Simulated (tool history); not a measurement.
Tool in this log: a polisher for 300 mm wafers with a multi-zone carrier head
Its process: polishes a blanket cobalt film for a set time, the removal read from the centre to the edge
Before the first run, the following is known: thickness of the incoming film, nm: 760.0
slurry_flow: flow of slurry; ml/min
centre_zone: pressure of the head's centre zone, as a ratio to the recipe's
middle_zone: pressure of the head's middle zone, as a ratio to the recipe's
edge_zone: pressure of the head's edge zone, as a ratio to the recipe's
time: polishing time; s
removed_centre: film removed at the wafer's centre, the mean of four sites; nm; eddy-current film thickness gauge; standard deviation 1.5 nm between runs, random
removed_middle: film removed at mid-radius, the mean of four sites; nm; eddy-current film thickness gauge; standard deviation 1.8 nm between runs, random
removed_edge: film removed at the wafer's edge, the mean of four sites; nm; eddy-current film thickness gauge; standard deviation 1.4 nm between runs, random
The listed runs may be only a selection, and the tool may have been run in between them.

run,hour,slurry_flow,centre_zone,middle_zone,edge_zone,time,removed_centre,removed_middle,removed_edge
1,0,150,1,1,1,33,100.57,96,94.052
2,2.6,150,1,1,1,38,116.06,111.76,106.1
3,6.7,160,1.03,0.97,1.04,39,122.55,115.65,114.59
4,10.5,160,1.03,0.97,1.1,39,122.25,115.11,113.71
5,17.1,160,1.11,0.97,1.1,39,132.73,116.5,115.67
6,23.5,160,1.11,0.97,1.16,39,132.81,116.56,118.77
7,25.6,165,1.13,0.94,1.17,40,140.18,112.95,123.04
8,32,170,1.14,0.94,1.18,41,144.54,119.52,128.95
9,32.9,175,1.15,0.93,1.16,42,149.92,119.86,128.15

Run 10 is up next; what results do you expect?
10,38.6,175,1.16,0.92,1.17,43,?,?,?

{"run 10": {"removed_centre": 155.09, "removed_middle": 122.09, "removed_edge": 134.12}}

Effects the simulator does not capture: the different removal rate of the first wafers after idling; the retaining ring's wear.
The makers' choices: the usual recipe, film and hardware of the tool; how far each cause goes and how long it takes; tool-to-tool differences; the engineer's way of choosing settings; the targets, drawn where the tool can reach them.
